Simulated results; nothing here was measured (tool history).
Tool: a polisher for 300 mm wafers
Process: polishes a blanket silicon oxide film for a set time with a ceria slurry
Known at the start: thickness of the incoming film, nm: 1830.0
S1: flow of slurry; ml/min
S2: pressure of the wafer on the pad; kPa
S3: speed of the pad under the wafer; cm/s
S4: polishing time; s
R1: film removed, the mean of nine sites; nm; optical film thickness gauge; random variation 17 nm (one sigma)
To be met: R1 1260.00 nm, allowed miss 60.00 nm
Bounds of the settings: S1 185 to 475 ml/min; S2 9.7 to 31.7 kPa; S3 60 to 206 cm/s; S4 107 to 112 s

run	day	S1	S2	S3	S4	R1
1	0.000	305	20.7	132	107	617.09
2	0.150	305	24.8	132	107	725.42
3	0.421	305	26.2	142	107	827.75
4	0.788	305	27.6	150	107	920.04
5	1.000	365	27.6	150	107	928.16
6	1.029	365	28.3	156	107	982.95
7	1.329	365	29.0	160	107	1028.60
8	1.458	365	29.6	164	107	1044.60
9	1.546	365	30.3	170	107	1143.00

5 next moves are on the table. One of them brings every result within its allowed miss. Which?
A	1.633	335	28.3	166	108	?
B	1.633	345	31.7	170	112	?
C	1.633	435	26.2	176	107	?
D	1.633	310	31.7	188	112	?
E	1.633	345	29.6	154	107	?

move	R1
A	1042.50
B	1235.60
C	1039.10
D	1350.40
E	1006.20
A: further off than the last run
B: meets every target
C: further off than the last run
D: takes the result that was furthest off past its target
E: further off than the last run
Move B is the one to make.
